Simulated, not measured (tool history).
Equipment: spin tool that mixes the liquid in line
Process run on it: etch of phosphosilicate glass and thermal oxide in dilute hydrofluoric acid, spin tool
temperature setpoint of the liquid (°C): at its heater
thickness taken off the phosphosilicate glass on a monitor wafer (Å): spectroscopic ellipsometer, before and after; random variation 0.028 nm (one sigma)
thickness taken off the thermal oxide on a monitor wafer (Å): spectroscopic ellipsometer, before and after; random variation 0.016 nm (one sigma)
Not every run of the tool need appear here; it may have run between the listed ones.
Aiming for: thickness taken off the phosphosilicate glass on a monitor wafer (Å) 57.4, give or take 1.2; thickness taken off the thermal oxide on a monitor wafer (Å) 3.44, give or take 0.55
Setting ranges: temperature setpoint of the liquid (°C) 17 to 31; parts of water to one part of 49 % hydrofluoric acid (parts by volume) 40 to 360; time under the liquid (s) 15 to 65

run,hour,temperature setpoint of the liquid (°C),parts of water to one part of 49 % hydrofluoric acid (parts by volume),time under the liquid (s),thickness taken off the phosphosilicate glass on a monitor wafer (Å),thickness taken off the thermal oxide on a monitor wafer (Å)
1,0,23,200,35,126.48,7.4908
2,4.8,21.5,220,35,106.42,6.3795
3,12.3,21.5,255,35,88.42,5.2823
4,15.8,21.5,225,35,103.63,6.16
5,20.1,20.5,240,35,92.433,5.7628
6,23,20,255,35,84.012,4.9687
7,30.1,19.5,265,35,78.855,4.5316
8,30.6,19,275,35,74.377,4.6036
9,34.3,18.5,285,35,68.825,4.2121
10,42.9,18,290,35,66.583,4.0882
11,51,18,295,35,65.529,4.1835
12,59,18,300,35,63.708,3.9404
13,64,18,305,35,62.82,3.6208

Which one of the following 5 next-run settings gets every result inside its allowed miss? There is exactly one.
A,69,17,295,30,?,?
B,69,17,315,35,?,?
C,69,21.5,360,40,?,?
D,69,18.5,305,30,?,?
E,69,28.5,360,35,?,?

move,thickness taken off the phosphosilicate glass on a monitor wafer (Å),thickness taken off the thermal oxide on a monitor wafer (Å)
A,54.051,3.214
B,58.045,3.4514
C,65.406,3.8892
D,54.758,3.256
E,71.798,4.2692
A: takes the result that was furthest off past its target
B: meets every target
C: the biggest miss grows against the last run
D: takes the result that was furthest off past its target
E: the biggest miss grows against the last run
Answer: B
